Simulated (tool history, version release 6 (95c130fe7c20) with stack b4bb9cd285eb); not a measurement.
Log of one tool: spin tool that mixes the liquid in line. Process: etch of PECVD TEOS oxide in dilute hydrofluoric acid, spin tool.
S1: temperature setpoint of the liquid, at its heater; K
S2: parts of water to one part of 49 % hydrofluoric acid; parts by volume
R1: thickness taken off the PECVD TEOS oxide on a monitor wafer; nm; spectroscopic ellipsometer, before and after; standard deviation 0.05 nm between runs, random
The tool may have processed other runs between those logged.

{"run": 1, "hour": 0.0, "S1": 293.15, "S2": 225, "time under the liquid (s)": 95, "R1": 5.3344}
{"run": 2, "hour": 8.3, "S1": 295.65, "S2": 225, "time under the liquid (s)": 95, "R1": 5.8386}
{"run": 3, "hour": 13.2, "S1": 297.65, "S2": 220, "time under the liquid (s)": 95, "R1": 6.435}
{"run": 4, "hour": 18.3, "S1": 298.65, "S2": 220, "time under the liquid (s)": 95, "R1": 6.7025}
{"run": 5, "hour": 26.5, "S1": 297.15, "S2": 220, "time under the liquid (s)": 95, "R1": 6.3428}
{"run": 6, "hour": 31.3, "S1": 297.15, "S2": 165, "time under the liquid (s)": 95, "R1": 8.9244}

Expected results for the next run?
{"run": 7, "hour": 35.8, "S1": 295.15, "S2": 165, "time under the liquid (s)": 95, "R1": "?"}

{"run 7": {"R1": 8.2746}}
